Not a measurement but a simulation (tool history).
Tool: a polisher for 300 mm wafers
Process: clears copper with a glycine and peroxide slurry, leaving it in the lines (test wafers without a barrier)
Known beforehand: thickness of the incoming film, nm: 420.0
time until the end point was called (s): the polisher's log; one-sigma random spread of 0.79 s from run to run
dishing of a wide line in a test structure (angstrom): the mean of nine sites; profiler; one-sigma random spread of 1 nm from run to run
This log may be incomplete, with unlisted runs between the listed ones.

run	hour	flow of slurry (ml/min)	pressure of the wafer on the pad (psi)	speed of the pad under the wafer (m/s)	overpolish time after the end point (s)	time until the end point was called (s)	dishing of a wide line in a test structure (angstrom)
1	0	170	1.9	1.26	28	90.775	837.12
2	8.1	185	1.8	1.38	24	88.909	748.82
3	9.4	230	1.8	1.38	24	87.988	793.1
4	14.1	205	1.8	1.48	21	88.305	732.95
5	21.3	205	1.6	1.48	21	94.557	653.47
6	26.5	185	1.7	1.56	19	89.137	674.07
7	29.6	170	1.8	1.64	17	82.706	642.58

Run 8 is up next; what results do you expect?
8	35.1	160	1.9	1.7	15	?	?

time until the end point was called (s): 79.107
dishing of a wide line in a test structure (angstrom): 601.94
